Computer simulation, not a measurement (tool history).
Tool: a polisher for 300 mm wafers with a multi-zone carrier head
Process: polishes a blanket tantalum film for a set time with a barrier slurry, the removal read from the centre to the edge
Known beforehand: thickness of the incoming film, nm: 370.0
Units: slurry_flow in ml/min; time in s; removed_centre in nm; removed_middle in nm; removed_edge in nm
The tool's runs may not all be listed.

run    day  slurry_flow  centre_zone  middle_zone  edge_zone  slurry_solids  time  removed_centre  removed_middle  removed_edge
  1      0          200            1            1          1              1    36          62.525          66.716        63.222
  2  0.246          205         1.02         0.99       1.03            1.1    36          67.171          66.396        64.725
  3  0.408          205         1.01         0.99       1.05            1.2    37          69.776          69.614        69.502
  4  0.629          210         1.02            1       1.07           1.25    38          74.483          71.608        72.694
  5   0.75          210         1.02            1       1.07           1.25    32          61.271          61.932        60.818
  6  1.004          210         1.02            1       1.08            1.3    34          65.312          65.119        65.302
  7  1.221          215         1.02         1.01       1.09           1.35    35          68.909          69.481        68.706
  8  1.508          220         1.03         1.01        1.1            1.4    36          72.581          73.005        72.015
  9  1.683          225         1.04            1       1.11            1.4    37          74.636          72.584         73.59
 10  1.712          225         1.04            1       1.12            1.4    38           78.08          75.002        76.366
 11  1.742          225         1.04            1       1.13            1.4    39          77.627          77.204        79.691
 12  1.771          230         1.05            1       1.14            1.4    39          79.763          77.378        79.613
 13  1.996          230         1.06            1       1.15            1.4    39          80.045          78.354        79.785

The next listed run, before its measurement:
 14  2.35          230         1.07            1       1.16            1.4    39               ?               ?             ?

Run 14 came out at removed_centre 80.707 nm, removed_middle 77.172 nm, removed_edge 79.545 nm.
